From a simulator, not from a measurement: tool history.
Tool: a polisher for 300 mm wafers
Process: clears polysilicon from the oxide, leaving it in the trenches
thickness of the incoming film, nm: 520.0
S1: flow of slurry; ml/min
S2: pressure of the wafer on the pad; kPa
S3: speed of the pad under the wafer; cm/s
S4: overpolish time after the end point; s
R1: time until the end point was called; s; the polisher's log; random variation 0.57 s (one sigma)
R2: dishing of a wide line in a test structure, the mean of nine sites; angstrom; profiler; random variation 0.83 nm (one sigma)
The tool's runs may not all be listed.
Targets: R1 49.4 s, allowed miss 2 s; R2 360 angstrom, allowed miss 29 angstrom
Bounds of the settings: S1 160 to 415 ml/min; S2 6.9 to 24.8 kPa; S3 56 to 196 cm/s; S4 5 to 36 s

Run 1, hour 0: S1 265 ml/min, S2 15.9 kPa, S3 126 cm/s, S4 18 s. Result: R1 39.747 s, R2 551.15 angstrom.
Run 2, hour 7.1: S1 295 ml/min, S2 15.9 kPa, S3 126 cm/s, S4 18 s. Result: R1 38.685 s, R2 535.17 angstrom.
Run 3, hour 10.3: S1 295 ml/min, S2 15.9 kPa, S3 126 cm/s, S4 21 s. Result: R1 39.405 s, R2 543.82 angstrom.
Run 4, hour 15.4: S1 295 ml/min, S2 12.4 kPa, S3 126 cm/s, S4 21 s. Result: R1 49.78 s, R2 553.86 angstrom.
Run 5, hour 18.5: S1 295 ml/min, S2 9 kPa, S3 126 cm/s, S4 21 s. Result: R1 68.697 s, R2 526.8 angstrom.
Run 6, hour 24.9: S1 295 ml/min, S2 11.7 kPa, S3 126 cm/s, S4 21 s. Result: R1 52.31 s, R2 538.96 angstrom.
Run 7, hour 28.4: S1 310 ml/min, S2 11.7 kPa, S3 128 cm/s, S4 19 s. Result: R1 51.507 s, R2 541.45 angstrom.
Run 8, hour 29: S1 305 ml/min, S2 11.7 kPa, S3 126 cm/s, S4 17 s. Result: R1 53.359 s, R2 526.73 angstrom.
Run 9, hour 36.3: S1 305 ml/min, S2 11.7 kPa, S3 126 cm/s, S4 17 s. Result: R1 52.97 s, R2 516.46 angstrom.
Run 10, hour 41: S1 320 ml/min, S2 11.7 kPa, S3 126 cm/s, S4 15 s. Result: R1 51.741 s, R2 522.26 angstrom.
Run 11, hour 43.7: S1 330 ml/min, S2 11.7 kPa, S3 126 cm/s, S4 14 s. Result: R1 51.966 s, R2 502.49 angstrom.
Run 12, hour 51.9: S1 340 ml/min, S2 11.7 kPa, S3 126 cm/s, S4 13 s. Result: R1 50.882 s, R2 514.43 angstrom.
At hour 56.5: slurry nozzle cleaned.
Run 13, hour 56.5: S1 350 ml/min, S2 11.7 kPa, S3 126 cm/s, S4 12 s. Result: R1 50.682 s, R2 503.85 angstrom.
Run 14, hour 59.6: S1 360 ml/min, S2 11.7 kPa, S3 126 cm/s, S4 11 s. Result: R1 50.167 s, R2 488.19 angstrom.
Run 15, hour 63.5: S1 365 ml/min, S2 11.7 kPa, S3 126 cm/s, S4 10 s. Result: R1 49.996 s, R2 473.63 angstrom.
Run 16, hour 70.5: S1 370 ml/min, S2 11.7 kPa, S3 126 cm/s, S4 9 s. Result: R1 50.171 s, R2 450.96 angstrom.

4 next moves are on the table. One of them brings every result within its allowed miss. Which?
Run A, hour 77.5: S1 295 ml/min, S2 13.8 kPa, S3 106 cm/s, S4 12 s. Result: R1 ?, R2 ?.
Run B, hour 77.5: S1 305 ml/min, S2 11.7 kPa, S3 130 cm/s, S4 13 s. Result: R1 ?, R2 ?.
Run C, hour 77.5: S1 295 ml/min, S2 9.7 kPa, S3 168 cm/s, S4 21 s. Result: R1 ?, R2 ?.
Run D, hour 77.5: S1 415 ml/min, S2 11.7 kPa, S3 124 cm/s, S4 5 s. Result: R1 ?, R2 ?.

move      R1      R2
   A  49.484  504.27
   B  49.894  511.24
   C  49.652  537.92
   D  50.377  358.22
A: further off than the last run
B: further off than the last run
C: further off than the last run
D: meets every target
Answer: D

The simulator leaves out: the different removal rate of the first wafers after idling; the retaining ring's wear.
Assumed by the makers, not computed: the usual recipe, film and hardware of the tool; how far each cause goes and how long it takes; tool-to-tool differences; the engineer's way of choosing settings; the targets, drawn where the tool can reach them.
